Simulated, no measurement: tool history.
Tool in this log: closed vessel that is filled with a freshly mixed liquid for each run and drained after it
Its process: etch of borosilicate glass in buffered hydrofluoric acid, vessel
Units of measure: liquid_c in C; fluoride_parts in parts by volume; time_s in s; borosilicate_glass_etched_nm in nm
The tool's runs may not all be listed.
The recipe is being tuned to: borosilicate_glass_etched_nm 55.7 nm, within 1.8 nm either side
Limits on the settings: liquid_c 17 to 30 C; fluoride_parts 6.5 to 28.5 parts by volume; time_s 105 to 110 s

run,hour,liquid_c,fluoride_parts,time_s,borosilicate_glass_etched_nm
1,0,22,17.5,105,65.952
2,1.1,21,17.5,105,62.369
3,1.9,20.5,17.5,105,59.651
4,2.7,20.5,17.5,110,63.071
5,6.7,20.5,12.5,110,88.101
6,8.3,19.5,13.5,110,77.515
7,9,19,14.5,110,70.235
8,13.8,18.5,15,110,66.088
9,16.3,18,15.5,110,61.203
10,23.5,17.5,15.5,110,60.485
11,24.7,17.5,16,110,59.659

Pick the move, out of 5, that brings all results within their allowed miss; only one does.
A,25.9,21,21,105,?
B,25.9,18,15.5,110,?
C,25.9,21,18.5,105,?
D,25.9,18.5,17,105,?
E,25.9,19.5,16,110,?

move,borosilicate_glass_etched_nm
A,52.043
B,61.57
C,58.173
D,55.127
E,64.826
A: moves the result that the last run missed by most past its target, out the other side
B: lands further from the targets than the last run did
C: nearer the targets than the last run, but a result is still out of spec
D: every result lands within tolerance
E: lands further from the targets than the last run did
D is the move that brings every result within its allowed miss.

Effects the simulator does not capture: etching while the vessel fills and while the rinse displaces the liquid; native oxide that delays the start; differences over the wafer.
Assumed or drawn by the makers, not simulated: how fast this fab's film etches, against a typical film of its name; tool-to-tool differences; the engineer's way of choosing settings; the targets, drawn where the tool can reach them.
